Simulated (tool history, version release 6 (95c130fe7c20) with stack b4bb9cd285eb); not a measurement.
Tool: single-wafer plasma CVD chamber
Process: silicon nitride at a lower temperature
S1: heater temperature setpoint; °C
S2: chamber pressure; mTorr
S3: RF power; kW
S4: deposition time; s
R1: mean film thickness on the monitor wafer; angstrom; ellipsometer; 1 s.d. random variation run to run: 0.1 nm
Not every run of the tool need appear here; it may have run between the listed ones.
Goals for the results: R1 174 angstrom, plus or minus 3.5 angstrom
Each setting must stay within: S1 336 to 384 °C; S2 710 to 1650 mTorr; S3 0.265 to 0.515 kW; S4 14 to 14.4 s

run  hour   S1    S2     S3  S4      R1
  1     0  360  1180   0.39  14  192.93
  2   1.2  367  1180   0.39  14  193.58
  3   9.3  367  1270   0.39  14  197.19
  4    15  358  1270   0.39  14  198.48
  5  19.5  358  1200  0.385  14  193.87
  6    28  358  1140   0.38  14  190.54
  7    30  358  1090  0.375  14  185.86
  8  34.6  358  1050  0.375  14  184.02
  9  41.5  358  1050  0.375  14  184.32
 10  50.1  358  1020  0.375  14   182.8
 11  55.2  358   990  0.375  14   181.6

4 next moves are on the table. One of them brings every result within its allowed miss. Which?
  A  60.3  371  730  0.395  14   ?
  B  60.3  352  930  0.325  14   ?
  C  60.3  352  900  0.325  14   ?
  D  60.3  358  870   0.33  14   ?

move      R1
   A  173.64
   B  165.17
   C  164.03
   D  163.87
A: meets every target
B: the result that was furthest off in the last run now lies on the other side of its target
C: the result that was furthest off in the last run now lies on the other side of its target
D: the result that was furthest off in the last run now lies on the other side of its target
Go with A: it meets all targets.

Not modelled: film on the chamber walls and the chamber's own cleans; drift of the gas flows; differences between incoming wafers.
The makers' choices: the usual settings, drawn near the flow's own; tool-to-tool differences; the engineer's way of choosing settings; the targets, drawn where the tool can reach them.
